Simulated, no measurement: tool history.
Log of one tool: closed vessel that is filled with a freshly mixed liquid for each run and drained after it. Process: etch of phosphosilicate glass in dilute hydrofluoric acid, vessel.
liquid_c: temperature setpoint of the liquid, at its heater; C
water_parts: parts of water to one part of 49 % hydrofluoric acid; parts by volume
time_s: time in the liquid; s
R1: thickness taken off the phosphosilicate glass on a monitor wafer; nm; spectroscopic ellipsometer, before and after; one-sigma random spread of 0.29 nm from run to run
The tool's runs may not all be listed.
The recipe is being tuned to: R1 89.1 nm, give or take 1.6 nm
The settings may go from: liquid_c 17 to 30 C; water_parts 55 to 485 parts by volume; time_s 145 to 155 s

run 1 hour=0 | liquid_c=22 water_parts=270 time_s=145 | R1=43.136
run 2 hour=3.7 | liquid_c=22 water_parts=220 time_s=145 | R1=55.368
run 3 hour=12 | liquid_c=23.5 water_parts=210 time_s=145 | R1=61.995
run 4 hour=17.1 | liquid_c=23.5 water_parts=120 time_s=145 | R1=119.49
run 5 hour=25.4 | liquid_c=23.5 water_parts=120 time_s=145 | R1=119.56
run 6 hour=30.4 | liquid_c=20 water_parts=120 time_s=145 | R1=103.99
run 7 hour=32 | liquid_c=19.5 water_parts=120 time_s=145 | R1=101.96
run 8 hour=38.5 | liquid_c=17 water_parts=130 time_s=145 | R1=83.972
run 9 hour=42 | liquid_c=17.5 water_parts=130 time_s=145 | R1=86.329

Next run, 5 choices. One meets every target within its allowed miss, the rest don't. Which?
run A hour=45.5 | liquid_c=17 water_parts=135 time_s=155 | R1=?
run B hour=45.5 | liquid_c=18.5 water_parts=130 time_s=145 | R1=?
run C hour=45.5 | liquid_c=17 water_parts=130 time_s=145 | R1=?
run D hour=45.5 | liquid_c=17.5 water_parts=130 time_s=155 | R1=?
run E hour=45.5 | liquid_c=17.5 water_parts=135 time_s=150 | R1=?

move=A R1=85.851
move=B R1=89.155
move=C R1=83.816
move=D R1=91.469
move=E R1=84.813
A: lands further from the targets than the last run did
B: in spec on every target
C: lands further from the targets than the last run did
D: takes the biggest miss from the last run beyond its target
E: lands further from the targets than the last run did
So the answer is move B, the one that meets all the targets.
